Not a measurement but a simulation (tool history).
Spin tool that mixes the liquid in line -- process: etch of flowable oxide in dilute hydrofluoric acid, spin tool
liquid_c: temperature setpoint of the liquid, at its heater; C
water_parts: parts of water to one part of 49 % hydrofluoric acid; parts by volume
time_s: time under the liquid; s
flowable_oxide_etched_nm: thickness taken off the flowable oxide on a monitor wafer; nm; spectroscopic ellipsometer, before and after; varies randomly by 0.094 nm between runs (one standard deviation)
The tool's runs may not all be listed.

Run 1, day 0.000: liquid_c 25.0 C, water_parts 170 parts by volume, time_s 70 s. Result: flowable_oxide_etched_nm 20.366 nm.
Run 2, day 0.325: liquid_c 27.0 C, water_parts 170 parts by volume, time_s 70 s. Result: flowable_oxide_etched_nm 22.190 nm.
Run 3, day 0.429: liquid_c 25.0 C, water_parts 170 parts by volume, time_s 70 s. Result: flowable_oxide_etched_nm 20.425 nm.
Run 4, day 0.654: liquid_c 25.0 C, water_parts 170 parts by volume, time_s 75 s. Result: flowable_oxide_etched_nm 21.824 nm.
Run 5, day 0.675: liquid_c 23.5 C, water_parts 170 parts by volume, time_s 75 s. Result: flowable_oxide_etched_nm 20.833 nm.
Run 6, day 0.958: liquid_c 25.0 C, water_parts 170 parts by volume, time_s 75 s. Result: flowable_oxide_etched_nm 21.742 nm.

Run 7 has not been measured yet. What should we expect?
Run 7, day 1.150: liquid_c 23.5 C, water_parts 170 parts by volume, time_s 75 s. Result: flowable_oxide_etched_nm ?.

{"run 7": {"flowable_oxide_etched_nm": 20.784}}
